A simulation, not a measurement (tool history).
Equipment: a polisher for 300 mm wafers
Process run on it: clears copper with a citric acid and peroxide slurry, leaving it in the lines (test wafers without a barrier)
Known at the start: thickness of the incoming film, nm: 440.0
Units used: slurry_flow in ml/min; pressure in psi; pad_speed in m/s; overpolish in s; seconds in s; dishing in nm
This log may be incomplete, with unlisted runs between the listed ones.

run    day  slurry_flow  pressure  pad_speed  slurry_solids  overpolish  seconds  dishing
  1  0.000          315       2.8       1.38           1.00          16   168.19  34.0160
  2  0.225          315       2.8       1.38           1.00          23   166.30  45.3090
  3  0.579          315       3.2       1.38           1.00          23   145.99  50.9100
  4  0.842          305       2.9       1.20           0.90          19   188.55  35.7890
  5  0.958          350       2.5       1.08           1.05          16   232.79  25.1250
  6  1.142          350       2.5       1.08           1.25          16   222.90  26.3810
  7  1.412          385       2.2       1.08           1.10          13   256.98  19.1050
  8  1.462          410       2.0       1.10           0.95          11   285.27  14.7220
  9  1.712          410       2.0       1.10           0.95          11   281.43  14.7740
 10  1.821          430       1.8       1.12           0.85          10   313.24  12.1280
 11  2.192          445       1.7       1.16           0.75           9   325.66  10.5910
 12  2.567          455       1.6       1.20           0.70           8   333.81   8.8781
 13  2.771          465       1.5       1.24           0.65           7   357.00   7.4624
 14  3.050          470       1.5       1.30           0.60           7   343.98   7.9497
 15  3.100          380       1.3       1.10           0.85           5   443.32   4.5562
 16  3.375          430       1.9       1.10           1.05           5   289.34   6.7572
 17  3.621          400       1.9       1.10           1.05           5   301.05   6.5660
 18  3.662          375       1.9       1.10           1.05           5   294.17   6.5303
 19  3.908          375       1.3       1.10           1.05           5   419.27   4.7148

Predict the results of run 20:
 20  4.188          380       1.3       1.12           1.05           5        ?        ?

seconds: 415.53 s
dishing: 4.5467 nm

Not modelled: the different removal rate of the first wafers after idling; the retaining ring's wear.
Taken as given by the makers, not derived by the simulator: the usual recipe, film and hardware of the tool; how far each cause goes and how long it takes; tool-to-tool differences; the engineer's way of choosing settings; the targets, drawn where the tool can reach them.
